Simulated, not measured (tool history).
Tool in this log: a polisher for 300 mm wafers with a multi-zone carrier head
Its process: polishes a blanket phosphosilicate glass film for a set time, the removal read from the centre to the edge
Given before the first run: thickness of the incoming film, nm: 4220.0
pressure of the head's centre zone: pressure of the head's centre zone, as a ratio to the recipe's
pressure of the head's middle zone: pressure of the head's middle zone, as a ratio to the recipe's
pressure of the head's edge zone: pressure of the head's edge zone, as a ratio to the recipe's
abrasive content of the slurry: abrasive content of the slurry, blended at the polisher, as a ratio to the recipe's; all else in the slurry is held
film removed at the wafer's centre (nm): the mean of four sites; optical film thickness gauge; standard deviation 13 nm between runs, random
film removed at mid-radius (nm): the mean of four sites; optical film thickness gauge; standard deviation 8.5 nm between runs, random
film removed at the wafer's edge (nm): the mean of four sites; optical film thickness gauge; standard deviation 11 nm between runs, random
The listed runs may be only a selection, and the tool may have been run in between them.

run  hour  flow of slurry (ml/min)  pressure of the head's centre zone  pressure of the head's middle zone  pressure of the head's edge zone  abrasive content of the slurry  polishing time (s)  film removed at the wafer's centre (nm)  film removed at mid-radius (nm)  film removed at the wafer's edge (nm)
  1   0.0                      125                                1.00                                1.00                              1.00                            1.00                  89                                   916.23                           925.47                                 916.72
  2   6.8                      135                                1.00                                1.00                              1.03                            1.00                  89                                   935.22                           922.27                                 944.19
  3   9.6                      135                                1.00                                1.00                              1.09                            1.00                  89                                   937.71                           938.36                                 965.96
  4  12.8                      140                                0.99                                1.00                              1.11                            1.00                  89                                   930.42                           947.81                                 974.27
  5  18.4                      140                                0.99                                1.00                              1.11                            1.00                  71                                   727.81                           762.30                                 789.13
  6  23.4                      140                                1.06                                1.00                              1.11                            1.00                  71                                   795.86                           757.47                                 777.41
  7  30.4                      145                                1.05                                1.00                              1.12                            1.10                  72                                   848.01                           804.14                                 834.79
  8  33.9                      150                                1.04                                1.00                              1.13                            1.15                  73                                   858.87                           839.99                                 873.87
  9  41.1                      155                                1.04                                1.00                              1.14                            1.20                  74                                   887.31                           860.84                                 901.56
 10  43.6                      155                                1.04                                1.00                              1.14                            1.20                  74                                   893.65                           867.06                                 910.41
 11  44.7                      160                                1.04                                1.00                              1.15                            1.25                  75                                   918.68                           896.14                                 932.39
 12  52.8                      160                                1.03                                1.00                              1.15                            1.30                  76                                   928.54                           917.55                                 952.02
 13  60.6                      160                                1.02                                1.00                              1.16                            1.35                  77                                   964.96                           959.13                                 988.91
 14  63.2                      165                                1.01                                0.99                              1.17                            1.40                  78                                   980.90                           987.36                                1026.10
 15  64.6                      165                                1.00                                0.99                              1.17                            1.40                  79                                   987.26                           998.39                                1053.70
 16  70.4                      170                                1.00                                0.99                              1.17                            1.40                  79                                   981.82                           993.89                                1030.20
 17  75.8                      165                                1.00                                0.99                              1.17                            1.40                  80                                   994.60                           996.35                                1049.40
 18  77.0                      165                                0.99                                0.99                              1.18                            1.45                  81                                  1025.80                          1031.70                                1077.40

Estimate the outcome of run 19 from the log above:
 19  82.1                      165                                0.98                                0.99                              1.18                            1.45                  81                                        ?                                ?                                      ?

{"run 19": {"film removed at the wafer's centre (nm)": 1000.2, "film removed at mid-radius (nm)": 1033.7, "film removed at the wafer's edge (nm)": 1072.7}}
